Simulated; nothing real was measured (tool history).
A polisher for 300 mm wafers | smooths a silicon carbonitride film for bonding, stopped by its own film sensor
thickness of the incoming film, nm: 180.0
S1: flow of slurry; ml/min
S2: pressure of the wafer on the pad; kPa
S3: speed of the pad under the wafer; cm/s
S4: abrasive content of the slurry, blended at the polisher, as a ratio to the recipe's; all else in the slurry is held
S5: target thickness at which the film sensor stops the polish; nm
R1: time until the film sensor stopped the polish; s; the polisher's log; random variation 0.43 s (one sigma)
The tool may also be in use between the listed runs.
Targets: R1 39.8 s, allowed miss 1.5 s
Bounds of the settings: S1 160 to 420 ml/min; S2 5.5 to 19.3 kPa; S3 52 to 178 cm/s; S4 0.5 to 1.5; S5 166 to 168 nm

run	hour	S1	S2	S3	S4	S5	R1
1	0	270	12.4	114	1	166	64.912
2	4.3	270	13.1	114	1	166	61.619
3	9.7	270	13.8	114	1	166	61.745
4	13	270	13.8	114	1	166	60.681
5	17.2	270	14.5	116	1	166	57.821
6	19.4	270	12.4	116	1	166	65.317
7	21.5	270	12.4	116	1	166	64.661
8	28.1	270	13.1	118	1	166	61.336
9	33.6	270	13.8	120	1	166	58.602
10	38.4	270	14.5	122	1	166	54.589
11	44.2	270	15.2	122	1	166	52.706
12	51	270	15.9	122	1	166	50.918
13	53.8	270	19.3	124	1	166	43.429
14	55.2	270	19.3	126	1	166	41.23
15	62.2	270	19.3	128	1	166	41.58
16	65.9	270	19.3	128	1	166	41.856

Which of these 5 next moves meets every target?
A	69.6	275	19.3	124	0.95	166	?
B	69.6	300	19.3	126	0.8	167	?
C	69.6	315	19.3	158	0.5	168	?
D	69.6	240	18.6	122	0.95	166	?
E	69.6	290	17.9	118	1.2	166	?

move	R1
A	43.18
B	42.232
C	40.164
D	45.768
E	43.52
A: further off than the last run
B: further off than the last run
C: meets every target
D: further off than the last run
E: further off than the last run
The right move is C.
